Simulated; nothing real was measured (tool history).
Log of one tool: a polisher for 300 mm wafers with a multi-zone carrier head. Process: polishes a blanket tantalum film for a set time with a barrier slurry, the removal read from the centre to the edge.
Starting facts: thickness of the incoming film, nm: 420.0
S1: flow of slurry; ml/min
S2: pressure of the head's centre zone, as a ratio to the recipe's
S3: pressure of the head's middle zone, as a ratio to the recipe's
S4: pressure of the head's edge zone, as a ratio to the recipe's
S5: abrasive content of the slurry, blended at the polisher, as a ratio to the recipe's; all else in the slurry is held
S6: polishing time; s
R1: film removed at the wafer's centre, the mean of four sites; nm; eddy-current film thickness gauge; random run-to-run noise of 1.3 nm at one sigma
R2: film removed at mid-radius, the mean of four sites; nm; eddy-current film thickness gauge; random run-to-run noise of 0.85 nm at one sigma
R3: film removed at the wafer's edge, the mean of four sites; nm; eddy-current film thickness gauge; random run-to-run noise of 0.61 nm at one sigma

run  hour   S1    S2    S3    S4    S5  S6       R1       R2       R3
  1   0.0  120  1.00  1.00  1.00  1.00  71  109.250  108.650  102.250
  2   6.9  120  1.00  0.97  1.00  1.00  71  108.530  107.040  102.320
  3  10.1  140  1.00  0.97  1.00  1.00  71  111.740  109.490  103.830
  4  17.6  140  1.00  0.97  0.96  1.00  71  113.350  110.340  101.680
  5  18.5  125  1.00  0.97  0.96  1.00  71  108.420  108.800  101.470
  6  22.9  125  1.01  0.96  0.95  0.90  70  106.100  101.330   95.343
  7  27.3  120  1.01  0.95  0.93  0.85  70  103.050   98.047   93.514
  8  34.7  115  1.01  0.95  0.92  0.80  70   98.711   96.087   90.908
  9  39.9  110  1.02  0.94  0.91  0.80  70   96.671   92.759   88.062
 10  41.5  105  1.03  0.94  0.91  0.80  70   97.226   93.626   87.515

Estimate the outcome of run 11 from the log above:
 11  50.4  80  1.04  0.88  0.86  0.75  70   ?   ?   ?

R1: 86.698 nm
R2: 79.353 nm
R3: 79.565 nm

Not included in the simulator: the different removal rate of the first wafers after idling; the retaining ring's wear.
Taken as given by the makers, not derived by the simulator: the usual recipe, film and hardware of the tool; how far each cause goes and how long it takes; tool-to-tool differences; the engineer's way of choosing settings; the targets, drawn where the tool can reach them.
